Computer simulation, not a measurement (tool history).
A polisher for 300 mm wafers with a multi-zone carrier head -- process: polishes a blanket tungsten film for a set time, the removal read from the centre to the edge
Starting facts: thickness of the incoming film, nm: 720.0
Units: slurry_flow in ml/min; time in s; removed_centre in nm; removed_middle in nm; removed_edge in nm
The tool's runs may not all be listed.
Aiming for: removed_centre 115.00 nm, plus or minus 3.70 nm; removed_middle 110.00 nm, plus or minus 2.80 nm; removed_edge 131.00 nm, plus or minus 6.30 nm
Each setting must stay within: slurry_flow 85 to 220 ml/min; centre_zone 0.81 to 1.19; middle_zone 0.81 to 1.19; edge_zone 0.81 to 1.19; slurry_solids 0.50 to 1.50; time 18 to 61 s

run	hour	slurry_flow	centre_zone	middle_zone	edge_zone	slurry_solids	time	removed_centre	removed_middle	removed_edge
1	0.0	140	1.00	1.00	1.00	1.00	39	208.61	207.04	202.80
2	2.3	140	1.00	1.00	1.09	1.00	39	204.70	209.11	214.41
3	5.0	140	0.96	1.00	1.09	1.00	39	200.08	210.14	222.72
4	13.5	140	0.96	1.00	1.09	0.80	39	191.85	200.08	207.12
5	15.2	140	0.96	1.05	1.09	0.80	39	191.74	205.97	207.74
6	22.3	130	0.95	1.01	1.09	0.75	37	176.20	186.77	199.20
7	28.8	125	0.94	0.98	1.06	0.70	35	162.64	167.45	177.76
8	35.6	120	0.93	0.95	1.05	0.65	34	151.70	159.00	169.16
# hour 40.6: worn pad replaced by a new one
9	40.6	115	0.93	0.93	1.05	0.60	33	166.09	163.49	181.27
10	41.7	110	0.92	0.92	1.05	0.60	30	148.65	145.87	166.71
11	45.2	90	0.86	0.82	0.95	0.50	24	104.29	100.53	120.84

Exercise: of the 4 proposed moves below, exactly one satisfies all targets within the stated allowed misses. Which move is it?
A	48.7	110	0.93	0.81	1.08	0.80	22	?	?	?
B	48.7	110	0.94	0.94	0.88	0.50	23	?	?	?
C	48.7	100	0.92	0.81	1.03	0.55	24	?	?	?
D	48.7	90	0.87	0.81	0.93	0.55	26	?	?	?

move	removed_centre	removed_middle	removed_edge
A	113.37	101.32	129.36
B	110.89	110.96	113.56
C	113.14	102.29	128.20
D	114.55	108.92	130.77
A: nearer than the last run, and not there yet
B: gets the furthest-off result to its target, but another result is out of tolerance
C: nearer than the last run, and not there yet
D: each result inside its tolerance
The move that meets every target is D.

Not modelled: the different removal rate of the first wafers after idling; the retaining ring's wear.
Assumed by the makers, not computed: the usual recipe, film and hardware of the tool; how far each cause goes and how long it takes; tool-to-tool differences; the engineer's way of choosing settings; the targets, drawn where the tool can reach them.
